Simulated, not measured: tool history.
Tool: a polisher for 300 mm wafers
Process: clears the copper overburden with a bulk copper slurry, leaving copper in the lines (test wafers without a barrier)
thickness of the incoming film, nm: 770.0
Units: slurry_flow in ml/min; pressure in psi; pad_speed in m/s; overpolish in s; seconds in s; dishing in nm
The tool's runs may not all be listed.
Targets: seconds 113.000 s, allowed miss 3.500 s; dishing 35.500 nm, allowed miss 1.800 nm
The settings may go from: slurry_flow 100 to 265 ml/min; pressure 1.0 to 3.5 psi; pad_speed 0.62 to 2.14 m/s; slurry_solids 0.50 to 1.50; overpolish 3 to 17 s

run  hour  slurry_flow  pressure  pad_speed  slurry_solids  overpolish  seconds  dishing
  1   0.0          170       2.2       1.38           1.00           9   89.676   35.008
  2   8.0          160       1.9       1.38           1.00          11  106.380   35.560
  3  16.8          150       1.9       1.38           1.00          11  106.420   35.742
  4  22.2          150       1.5       1.38           1.00          11  136.170   31.396
  5  29.0          150       1.5       1.38           1.20          11  131.750   32.323
  6  37.6          155       1.5       1.38           1.20          11  130.450   31.887
  7  41.6          160       1.5       1.38           1.20          11  128.460   32.495
  8  50.6          165       1.5       1.38           1.20          11  127.610   32.900
  9  51.2          170       1.5       1.38           1.20          11  128.350   31.554
 10  54.8          180       1.6       1.38           1.20          12  119.730   35.351
 11  59.4          190       1.6       1.38           1.20          12  119.110   35.178
 12  66.4          200       1.6       1.38           1.20          12  118.460   35.282
 13  70.2          205       1.6       1.38           1.20          12  117.120   34.384
 14  71.3          210       1.6       1.38           1.20          12  115.800   35.417
 15  77.7          215       1.6       1.38           1.20          12  115.030   35.155

4 next moves are on the table. One of them brings every result within its allowed miss. Which?
  A  84.1          225       1.7       1.28           1.20          10        ?        ?
  B  84.1          220       1.7       1.30           1.20          10        ?        ?
  C  84.1          195       1.7       1.40           1.10          12        ?        ?
  D  84.1          200       1.6       1.42           1.25           9        ?        ?

move  seconds  dishing
   A  117.690   32.656
   B  116.240   32.863
   C  111.350   36.472
   D  113.610   31.338
A: further off than the last run
B: brings the result that was furthest off to its target, and leaves another outside
C: meets every target
D: brings the result that was furthest off to its target, and leaves another outside
Answer: C

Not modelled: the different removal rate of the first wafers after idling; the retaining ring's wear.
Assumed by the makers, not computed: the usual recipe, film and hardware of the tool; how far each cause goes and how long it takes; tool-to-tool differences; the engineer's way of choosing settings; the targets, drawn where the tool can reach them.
